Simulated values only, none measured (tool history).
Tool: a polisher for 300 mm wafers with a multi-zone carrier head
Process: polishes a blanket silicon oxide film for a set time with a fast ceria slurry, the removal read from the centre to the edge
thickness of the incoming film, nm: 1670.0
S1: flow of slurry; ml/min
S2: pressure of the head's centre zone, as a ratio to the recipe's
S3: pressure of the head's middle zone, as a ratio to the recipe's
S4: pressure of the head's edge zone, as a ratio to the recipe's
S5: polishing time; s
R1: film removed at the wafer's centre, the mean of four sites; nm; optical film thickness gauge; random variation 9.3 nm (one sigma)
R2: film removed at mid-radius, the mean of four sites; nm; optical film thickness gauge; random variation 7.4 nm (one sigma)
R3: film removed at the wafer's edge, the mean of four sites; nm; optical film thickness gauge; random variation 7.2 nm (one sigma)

run    day   S1    S2    S3    S4  S5      R1      R2      R3
  1      0  315     1     1     1  27  681.54  677.76  678.17
  2  0.225  275     1     1     1  27   648.9  678.04  675.96
  3  0.254  270  0.99  1.05  1.03  27  655.62  704.16   688.4
  4  0.354  265  0.97  1.09  1.04  27  666.33  720.41  685.79
  5    0.6  240  0.93  1.11  1.05  28   631.5   756.9  715.29
  6  0.629  240  0.97  1.11  1.05  28  667.78  762.82  718.39
  7  0.862  230  0.96  1.13  1.06  28  668.78  764.08  725.81

The next listed run, before its measurement:
  8  0.938  230  0.94  1.15  1.06  28   ?   ?   ?

Run 8 gave R1 646.27 nm, R2 779.76 nm, R3 716.75 nm.
